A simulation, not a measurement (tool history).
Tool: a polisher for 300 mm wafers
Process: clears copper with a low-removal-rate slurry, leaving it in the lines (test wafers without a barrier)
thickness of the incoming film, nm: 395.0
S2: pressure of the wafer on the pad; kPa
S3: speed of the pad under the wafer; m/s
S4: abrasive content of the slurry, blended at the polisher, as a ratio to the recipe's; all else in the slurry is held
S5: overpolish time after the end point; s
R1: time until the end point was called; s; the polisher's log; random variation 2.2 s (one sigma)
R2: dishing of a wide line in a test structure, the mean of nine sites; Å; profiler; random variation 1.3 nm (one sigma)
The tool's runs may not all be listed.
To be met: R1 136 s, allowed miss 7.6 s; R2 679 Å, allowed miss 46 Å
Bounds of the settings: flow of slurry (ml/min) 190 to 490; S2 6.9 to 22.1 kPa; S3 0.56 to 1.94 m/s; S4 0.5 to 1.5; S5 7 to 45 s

Run 1, hour 0: flow of slurry (ml/min) 315, S2 14.5 kPa, S3 1.24 m/s, S4 1, S5 23 s. Result: R1 188.63 s, R2 337.91 Å.
Run 2, hour 1.7: flow of slurry (ml/min) 255, S2 14.5 kPa, S3 1.24 m/s, S4 1, S5 23 s. Result: R1 193.1 s, R2 322.77 Å.
Run 3, hour 9.5: flow of slurry (ml/min) 285, S2 14.5 kPa, S3 1.24 m/s, S4 1, S5 23 s. Result: R1 188.46 s, R2 331.85 Å.
Run 4, hour 18.1: flow of slurry (ml/min) 285, S2 15.9 kPa, S3 1.24 m/s, S4 1, S5 27 s. Result: R1 171.62 s, R2 430.71 Å.
Run 5, hour 26.4: flow of slurry (ml/min) 285, S2 16.5 kPa, S3 1.24 m/s, S4 1, S5 29 s. Result: R1 173.96 s, R2 444.27 Å.
Run 6, hour 31: flow of slurry (ml/min) 285, S2 16.5 kPa, S3 1.56 m/s, S4 1, S5 29 s. Result: R1 131.28 s, R2 567.02 Å.
Run 7, hour 32.5: flow of slurry (ml/min) 285, S2 16.5 kPa, S3 1.56 m/s, S4 1, S5 31 s. Result: R1 133.07 s, R2 574.35 Å.
Run 8, hour 41: flow of slurry (ml/min) 285, S2 16.5 kPa, S3 1.56 m/s, S4 1, S5 33 s. Result: R1 136.92 s, R2 598.92 Å.

5 next moves are on the table. One of them brings every result within its allowed miss. Which?
Run A, hour 49.5: flow of slurry (ml/min) 325, S2 15.2 kPa, S3 1.78 m/s, S4 0.55, S5 34 s. Result: R1 ?, R2 ?.
Run B, hour 49.5: flow of slurry (ml/min) 320, S2 17.9 kPa, S3 1.64 m/s, S4 0.95, S5 39 s. Result: R1 ?, R2 ?.
Run C, hour 49.5: flow of slurry (ml/min) 275, S2 13.1 kPa, S3 1.84 m/s, S4 1.4, S5 41 s. Result: R1 ?, R2 ?.
Run D, hour 49.5: flow of slurry (ml/min) 270, S2 15.9 kPa, S3 1.64 m/s, S4 1, S5 26 s. Result: R1 ?, R2 ?.
Run E, hour 49.5: flow of slurry (ml/min) 190, S2 17.9 kPa, S3 1.6 m/s, S4 1.15, S5 28 s. Result: R1 ?, R2 ?.

move      R1      R2
   A  141.78  591.13
   B  119.92  750.15
   C  134.19  688.85
   D  135.97   498.5
   E  130.09  553.26
A: further off than the last run
B: takes the result that was furthest off past its target
C: meets every target
D: further off than the last run
E: further off than the last run
Move C is the one to make.

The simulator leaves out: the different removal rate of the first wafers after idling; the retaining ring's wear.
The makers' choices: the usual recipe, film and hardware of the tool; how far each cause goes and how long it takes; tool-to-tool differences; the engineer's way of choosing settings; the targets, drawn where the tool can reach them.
